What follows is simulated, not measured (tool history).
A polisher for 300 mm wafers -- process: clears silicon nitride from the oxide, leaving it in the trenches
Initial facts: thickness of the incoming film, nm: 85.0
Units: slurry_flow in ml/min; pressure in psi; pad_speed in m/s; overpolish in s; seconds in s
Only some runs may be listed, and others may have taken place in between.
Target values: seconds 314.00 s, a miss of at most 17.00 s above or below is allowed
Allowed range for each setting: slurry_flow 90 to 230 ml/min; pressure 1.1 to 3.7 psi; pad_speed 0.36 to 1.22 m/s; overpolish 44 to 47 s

Run 1, hour 0.0: slurry_flow 150 ml/min, pressure 2.4 psi, pad_speed 0.78 m/s, overpolish 44 s. Result: seconds 147.22 s.
Run 2, hour 6.6: slurry_flow 150 ml/min, pressure 2.4 psi, pad_speed 0.58 m/s, overpolish 44 s. Result: seconds 193.06 s.
Run 3, hour 9.9: slurry_flow 150 ml/min, pressure 2.4 psi, pad_speed 0.44 m/s, overpolish 44 s. Result: seconds 251.08 s.
Run 4, hour 17.8: slurry_flow 185 ml/min, pressure 2.4 psi, pad_speed 0.44 m/s, overpolish 44 s. Result: seconds 245.70 s.
Run 5, hour 25.2: slurry_flow 185 ml/min, pressure 2.3 psi, pad_speed 0.44 m/s, overpolish 44 s. Result: seconds 252.55 s.
Run 6, hour 28.8: slurry_flow 185 ml/min, pressure 2.2 psi, pad_speed 0.44 m/s, overpolish 44 s. Result: seconds 264.18 s.
Run 7, hour 33.0: slurry_flow 185 ml/min, pressure 2.1 psi, pad_speed 0.44 m/s, overpolish 44 s. Result: seconds 281.41 s.
Run 8, hour 37.9: slurry_flow 185 ml/min, pressure 2.0 psi, pad_speed 0.44 m/s, overpolish 44 s. Result: seconds 291.43 s.

Pick the move, out of 4, that brings all results within their allowed miss; only one does.
Run A, hour 42.8: slurry_flow 185 ml/min, pressure 2.0 psi, pad_speed 0.48 m/s, overpolish 44 s. Result: seconds ?.
Run B, hour 42.8: slurry_flow 210 ml/min, pressure 2.2 psi, pad_speed 0.36 m/s, overpolish 44 s. Result: seconds ?.
Run C, hour 42.8: slurry_flow 165 ml/min, pressure 1.9 psi, pad_speed 0.50 m/s, overpolish 47 s. Result: seconds ?.
Run D, hour 42.8: slurry_flow 185 ml/min, pressure 2.3 psi, pad_speed 0.40 m/s, overpolish 44 s. Result: seconds ?.

move  seconds
   A   257.13
   B   302.55
   C   264.56
   D   267.29
A: moves away from the targets compared with the last run
B: hits every target within its allowed miss
C: moves away from the targets compared with the last run
D: moves away from the targets compared with the last run
Answer: B
